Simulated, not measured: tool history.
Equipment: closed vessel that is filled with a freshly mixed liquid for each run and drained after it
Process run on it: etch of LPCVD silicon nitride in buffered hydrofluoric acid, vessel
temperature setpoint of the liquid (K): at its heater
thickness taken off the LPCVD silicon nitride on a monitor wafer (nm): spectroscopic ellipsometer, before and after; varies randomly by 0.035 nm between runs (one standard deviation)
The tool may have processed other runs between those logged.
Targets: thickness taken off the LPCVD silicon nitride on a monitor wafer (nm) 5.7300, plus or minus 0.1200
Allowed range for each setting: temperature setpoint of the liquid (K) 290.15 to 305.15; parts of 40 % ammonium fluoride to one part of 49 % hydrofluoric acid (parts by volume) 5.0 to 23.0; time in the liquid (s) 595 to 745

run	hour	temperature setpoint of the liquid (K)	parts of 40 % ammonium fluoride to one part of 49 % hydrofluoric acid (parts by volume)	time in the liquid (s)	thickness taken off the LPCVD silicon nitride on a monitor wafer (nm)
1	0.0	298.15	14.0	745	7.2453
2	4.7	298.15	12.0	745	8.3253
3	6.0	295.65	12.0	745	7.3391
4	15.3	294.15	12.0	745	6.7641
5	23.2	293.15	12.0	745	6.3310
6	30.9	292.65	12.0	745	6.2194
7	33.6	292.15	12.0	745	6.0568
8	39.0	291.65	12.0	745	5.8940

Below are 4 possible settings for the next run. Only one of them brings all results inside the allowed miss of their targets. Which is it?
A	44.4	291.65	9.5	615	?
B	44.4	293.65	12.5	715	?
C	44.4	295.15	14.0	695	?
D	44.4	290.65	9.0	625	?

move	thickness taken off the LPCVD silicon nitride on a monitor wafer (nm)
A	5.9571
B	6.0341
C	5.7048
D	5.9181
A: its largest miss is bigger than the last run's
B: its largest miss is bigger than the last run's
C: hits every target within its allowed miss
D: its largest miss is bigger than the last run's
Correct choice: C, which meets every target
